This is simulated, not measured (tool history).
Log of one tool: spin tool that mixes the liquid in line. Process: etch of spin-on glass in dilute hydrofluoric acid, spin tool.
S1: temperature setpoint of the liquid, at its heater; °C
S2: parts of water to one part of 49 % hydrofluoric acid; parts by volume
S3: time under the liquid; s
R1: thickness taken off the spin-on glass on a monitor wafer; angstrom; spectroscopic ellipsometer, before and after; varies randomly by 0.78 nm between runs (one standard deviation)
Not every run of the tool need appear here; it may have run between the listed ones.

run  hour    S1   S2   S3      R1
  1     0    25  110   90  392.73
  2   8.5    25  110  100  442.04
  3  13.5  26.5  100  100  520.93
  4  17.9    28   95  100  578.86
  5  22.7    29   90  100  650.27
  6  24.7    29   90   90  571.39

Run 7, settings as shown, results not yet in. Your forecast:
  7  33.7  30  85  90   ?

{"run 7": {"R1": 645.79}}

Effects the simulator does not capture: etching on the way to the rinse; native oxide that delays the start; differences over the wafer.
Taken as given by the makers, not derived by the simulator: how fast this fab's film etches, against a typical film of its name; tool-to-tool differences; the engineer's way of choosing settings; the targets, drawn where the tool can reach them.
